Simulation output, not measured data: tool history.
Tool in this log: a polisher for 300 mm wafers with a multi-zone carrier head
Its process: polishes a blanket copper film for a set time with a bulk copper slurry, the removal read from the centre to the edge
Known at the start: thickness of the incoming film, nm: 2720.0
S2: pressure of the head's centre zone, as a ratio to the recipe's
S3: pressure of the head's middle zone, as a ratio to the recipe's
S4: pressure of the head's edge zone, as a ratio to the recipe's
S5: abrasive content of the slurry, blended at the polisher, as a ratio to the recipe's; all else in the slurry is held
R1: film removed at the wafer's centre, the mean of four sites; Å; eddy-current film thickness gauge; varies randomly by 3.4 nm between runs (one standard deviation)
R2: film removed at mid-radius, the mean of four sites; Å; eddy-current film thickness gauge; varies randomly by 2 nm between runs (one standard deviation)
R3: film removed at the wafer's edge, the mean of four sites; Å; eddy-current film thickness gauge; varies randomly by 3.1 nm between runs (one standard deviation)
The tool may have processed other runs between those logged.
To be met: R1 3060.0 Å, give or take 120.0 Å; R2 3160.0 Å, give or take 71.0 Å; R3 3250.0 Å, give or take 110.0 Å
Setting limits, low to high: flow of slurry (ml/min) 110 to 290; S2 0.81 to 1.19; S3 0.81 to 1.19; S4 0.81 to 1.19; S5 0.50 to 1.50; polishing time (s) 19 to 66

run 1 day=0.000 | flow_of_slurry_(ml/min)=185 S2=1.00 S3=1.00 S4=1.00 S5=1.00 polishing_time_(s)=42 | R1=5156.3 R2=4538.2 R3=4510.3
run 2 day=0.321 | flow_of_slurry_(ml/min)=170 S2=0.94 S3=0.98 S4=0.98 S5=0.85 polishing_time_(s)=40 | R1=4345.1 R2=4032.1 R3=4110.5
run 3 day=0.412 | flow_of_slurry_(ml/min)=160 S2=0.90 S3=0.97 S4=0.94 S5=0.75 polishing_time_(s)=39 | R1=3863.8 R2=3660.3 R3=3697.0
run 4 day=0.575 | flow_of_slurry_(ml/min)=145 S2=0.87 S3=0.97 S4=0.94 S5=0.70 polishing_time_(s)=39 | R1=3555.7 R2=3531.5 R3=3595.0
-- day=0.600 centre zone pressure recalibrated
run 5 day=0.600 | flow_of_slurry_(ml/min)=145 S2=0.87 S3=0.97 S4=0.94 S5=0.80 polishing_time_(s)=39 | R1=3398.8 R2=3742.7 R3=3787.1
run 6 day=0.875 | flow_of_slurry_(ml/min)=135 S2=0.87 S3=0.95 S4=0.91 S5=0.75 polishing_time_(s)=39 | R1=3220.5 R2=3525.0 R3=3603.6
run 7 day=1.100 | flow_of_slurry_(ml/min)=135 S2=0.88 S3=0.94 S4=0.89 S5=0.70 polishing_time_(s)=39 | R1=3197.1 R2=3432.7 R3=3482.7
run 8 day=1.221 | flow_of_slurry_(ml/min)=135 S2=0.89 S3=0.93 S4=0.88 S5=0.65 polishing_time_(s)=39 | R1=3111.0 R2=3327.4 R3=3335.5
run 9 day=1.308 | flow_of_slurry_(ml/min)=130 S2=0.90 S3=0.92 S4=0.88 S5=0.65 polishing_time_(s)=39 | R1=3195.9 R2=3291.2 R3=3398.3
run 10 day=1.583 | flow_of_slurry_(ml/min)=130 S2=0.90 S3=0.91 S4=0.87 S5=0.65 polishing_time_(s)=39 | R1=3211.0 R2=3220.7 R3=3323.1

Pick the move, out of 5, that brings all results within their allowed miss; only one does.
run A day=1.858 | flow_of_slurry_(ml/min)=110 S2=0.88 S3=0.99 S4=0.81 S5=0.65 polishing_time_(s)=39 | R1=? R2=? R3=?
run B day=1.858 | flow_of_slurry_(ml/min)=230 S2=0.87 S3=0.85 S4=0.81 S5=0.50 polishing_time_(s)=42 | R1=? R2=? R3=?
run C day=1.858 | flow_of_slurry_(ml/min)=110 S2=0.88 S3=0.89 S4=0.81 S5=0.95 polishing_time_(s)=36 | R1=? R2=? R3=?
run D day=1.858 | flow_of_slurry_(ml/min)=200 S2=0.93 S3=0.86 S4=0.98 S5=0.50 polishing_time_(s)=39 | R1=? R2=? R3=?
run E day=1.858 | flow_of_slurry_(ml/min)=220 S2=1.06 S3=0.97 S4=0.90 S5=0.50 polishing_time_(s)=37 | R1=? R2=? R3=?

move=A R1=3036.9 R2=3329.2 R3=3103.3
move=B R1=3435.5 R2=3303.7 R3=3374.5
move=C R1=3133.5 R2=3144.8 R3=3208.5
move=D R1=3342.5 R2=3038.7 R3=3371.1
move=E R1=3673.3 R2=3226.0 R3=3098.2
A: brings the result that was furthest off to its target, and leaves another outside
B: its largest miss is bigger than the last run's
C: every result within its allowed miss
D: its largest miss is bigger than the last run's
E: its largest miss is bigger than the last run's
The right move is C.
